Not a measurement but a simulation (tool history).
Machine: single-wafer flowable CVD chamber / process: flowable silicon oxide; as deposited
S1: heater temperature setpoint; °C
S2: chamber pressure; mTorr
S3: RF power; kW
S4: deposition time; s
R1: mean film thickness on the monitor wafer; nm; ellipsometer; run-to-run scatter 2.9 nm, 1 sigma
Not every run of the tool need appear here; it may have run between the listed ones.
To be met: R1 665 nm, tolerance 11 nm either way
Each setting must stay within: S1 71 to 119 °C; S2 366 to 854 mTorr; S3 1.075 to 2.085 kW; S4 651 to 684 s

Run 1, day 0: S1 95 °C, S2 610 mTorr, S3 1.58 kW, S4 684 s. Result: R1 347.66 nm.
Run 2, day 0.046: S1 89 °C, S2 610 mTorr, S3 1.58 kW, S4 684 s. Result: R1 418.15 nm.
Run 3, day 0.112: S1 85 °C, S2 610 mTorr, S3 1.58 kW, S4 684 s. Result: R1 459.14 nm.
Run 4, day 0.308: S1 81 °C, S2 610 mTorr, S3 1.58 kW, S4 684 s. Result: R1 512.16 nm.
At day 0.454: RF generator calibrated.
Run 5, day 0.454: S1 78 °C, S2 610 mTorr, S3 1.58 kW, S4 684 s. Result: R1 560.9 nm.
Run 6, day 0.629: S1 76 °C, S2 610 mTorr, S3 1.58 kW, S4 684 s. Result: R1 583.54 nm.
Run 7, day 0.7: S1 75 °C, S2 610 mTorr, S3 1.58 kW, S4 684 s. Result: R1 602.09 nm.
Run 8, day 0.9: S1 71 °C, S2 610 mTorr, S3 1.58 kW, S4 684 s. Result: R1 652.02 nm.

4 candidate next runs follow, results not yet known. Just one meets every target within its allowed miss. Identify it.
Run A, day 1.1: S1 72 °C, S2 672 mTorr, S3 1.12 kW, S4 684 s. Result: R1 ?.
Run B, day 1.1: S1 71 °C, S2 627 mTorr, S3 1.58 kW, S4 652 s. Result: R1 ?.
Run C, day 1.1: S1 71 °C, S2 627 mTorr, S3 1.565 kW, S4 683 s. Result: R1 ?.
Run D, day 1.1: S1 73 °C, S2 652 mTorr, S3 1.65 kW, S4 651 s. Result: R1 ?.

move      R1
   A  639.59
   B  635.45
   C  664.34
   D  637.56
A: further off than the last run
B: further off than the last run
C: meets every target
D: further off than the last run
Go with C: it meets all targets.

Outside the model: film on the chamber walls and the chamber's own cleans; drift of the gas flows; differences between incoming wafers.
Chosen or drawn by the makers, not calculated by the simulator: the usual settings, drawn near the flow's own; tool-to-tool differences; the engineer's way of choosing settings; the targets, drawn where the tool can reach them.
